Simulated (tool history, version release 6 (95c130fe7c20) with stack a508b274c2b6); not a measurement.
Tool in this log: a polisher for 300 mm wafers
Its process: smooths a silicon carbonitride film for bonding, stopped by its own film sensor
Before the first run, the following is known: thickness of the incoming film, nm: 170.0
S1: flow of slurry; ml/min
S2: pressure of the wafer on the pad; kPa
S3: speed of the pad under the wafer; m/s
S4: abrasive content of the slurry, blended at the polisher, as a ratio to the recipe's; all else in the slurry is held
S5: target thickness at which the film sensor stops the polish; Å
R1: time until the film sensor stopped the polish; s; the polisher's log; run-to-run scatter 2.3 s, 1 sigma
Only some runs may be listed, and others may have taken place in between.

run,hour,S1,S2,S3,S4,S5,R1
1,0,210,11,1.04,1,1500,81.567
2,4.3,210,9.7,1.02,1,1500,93.896
3,5.5,210,11,1.02,1,1500,83.205
4,11.5,210,11,0.86,1,1500,92.734
5,19.6,210,11,0.86,1.05,1500,91.17
6,21.6,210,10.3,0.84,1.05,1500,98.855
7,22.4,210,9.7,0.84,1.05,1500,103.46

Forecast run 8:
8,27.9,210,7.6,0.8,1.05,1500,?

Logged for run 8: R1 140.07 s.
